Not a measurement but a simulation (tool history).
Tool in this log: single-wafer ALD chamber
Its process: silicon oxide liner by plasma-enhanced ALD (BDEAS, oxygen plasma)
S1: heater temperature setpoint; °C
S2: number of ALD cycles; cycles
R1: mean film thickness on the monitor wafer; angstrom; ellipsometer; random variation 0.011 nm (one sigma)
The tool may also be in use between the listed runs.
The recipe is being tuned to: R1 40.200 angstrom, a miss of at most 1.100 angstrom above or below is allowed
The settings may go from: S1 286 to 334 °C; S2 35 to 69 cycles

{"run": 1, "hour": 0.0, "S1": 310, "S2": 52, "R1": 48.715}
{"run": 2, "hour": 7.7, "S1": 310, "S2": 55, "R1": 51.548}
{"run": 3, "hour": 10.5, "S1": 310, "S2": 53, "R1": 49.93}
{"run": 4, "hour": 18.9, "S1": 310, "S2": 51, "R1": 47.925}
{"run": 5, "hour": 23.2, "S1": 310, "S2": 47, "R1": 44.207}
{"run": 6, "hour": 25.3, "S1": 315, "S2": 47, "R1": 43.832}
{"run": 7, "hour": 34.2, "S1": 315, "S2": 47, "R1": 44.145}
{"hour": 39.1, "done": "thermocouple changed; heater temperature recalibrated"}
{"run": 8, "hour": 39.1, "S1": 316, "S2": 41, "R1": 38.542}

5 candidate next runs follow, results not yet known. Just one meets every target within its allowed miss. Identify it.
{"run": "A", "hour": 44.0, "S1": 317, "S2": 39, "R1": "?"}
{"run": "B", "hour": 44.0, "S1": 313, "S2": 46, "R1": "?"}
{"run": "C", "hour": 44.0, "S1": 321, "S2": 47, "R1": "?"}
{"run": "D", "hour": 44.0, "S1": 312, "S2": 43, "R1": "?"}
{"run": "E", "hour": 44.0, "S1": 316, "S2": 46, "R1": "?"}

move=A R1=36.522
move=B R1=43.313
move=C R1=43.773
move=D R1=40.544
move=E R1=43.136
A: lands further from the targets than the last run did
B: the result that was furthest off in the last run now lies on the other side of its target
C: the result that was furthest off in the last run now lies on the other side of its target
D: each result inside its tolerance
E: the result that was furthest off in the last run now lies on the other side of its target
Go with D: it meets all targets.

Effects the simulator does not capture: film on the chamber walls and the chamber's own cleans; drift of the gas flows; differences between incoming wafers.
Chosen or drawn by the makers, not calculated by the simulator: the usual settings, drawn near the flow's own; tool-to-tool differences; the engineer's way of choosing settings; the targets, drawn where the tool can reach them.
